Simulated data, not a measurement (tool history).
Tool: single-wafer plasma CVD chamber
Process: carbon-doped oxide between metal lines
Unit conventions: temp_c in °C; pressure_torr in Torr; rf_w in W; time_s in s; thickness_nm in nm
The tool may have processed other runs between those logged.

run 1 hour=0.0 | temp_c=350 pressure_torr=5.64 rf_w=560 time_s=34.8 | thickness_nm=190.61
run 2 hour=7.4 | temp_c=350 pressure_torr=5.64 rf_w=620 time_s=34.8 | thickness_nm=203.62
run 3 hour=14.1 | temp_c=350 pressure_torr=5.64 rf_w=620 time_s=35.8 | thickness_nm=211.41
run 4 hour=22.2 | temp_c=352 pressure_torr=5.47 rf_w=600 time_s=35.7 | thickness_nm=205.14
run 5 hour=27.3 | temp_c=352 pressure_torr=4.55 rf_w=600 time_s=35.7 | thickness_nm=200.31
run 6 hour=35.9 | temp_c=352 pressure_torr=4.55 rf_w=555 time_s=35.7 | thickness_nm=191.78
run 7 hour=43.0 | temp_c=353 pressure_torr=4.44 rf_w=540 time_s=35.7 | thickness_nm=188.55

What does the tool deliver on the next run?
run 8 hour=48.5 | temp_c=354 pressure_torr=4.34 rf_w=525 time_s=35.7 | thickness_nm=?

thickness_nm: 182.99 nm
